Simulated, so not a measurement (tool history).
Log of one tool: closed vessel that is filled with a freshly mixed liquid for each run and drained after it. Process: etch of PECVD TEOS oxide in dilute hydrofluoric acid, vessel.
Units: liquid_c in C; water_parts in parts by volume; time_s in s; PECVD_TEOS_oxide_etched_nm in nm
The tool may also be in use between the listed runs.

run,day,liquid_c,water_parts,time_s,PECVD_TEOS_oxide_etched_nm
1,0.000,23.0,180,175,11.459
2,0.362,25.5,170,175,13.138
3,0.667,25.5,170,175,13.376
4,0.888,25.5,170,135,10.406
5,1.054,28.5,170,135,11.432
6,1.167,29.0,145,135,14.101
7,1.304,29.5,135,135,15.536

Run 8 comes next. What will it give?
8,1.688,30.0,125,135,?

Run 8 gave PECVD_TEOS_oxide_etched_nm 17.441 nm.
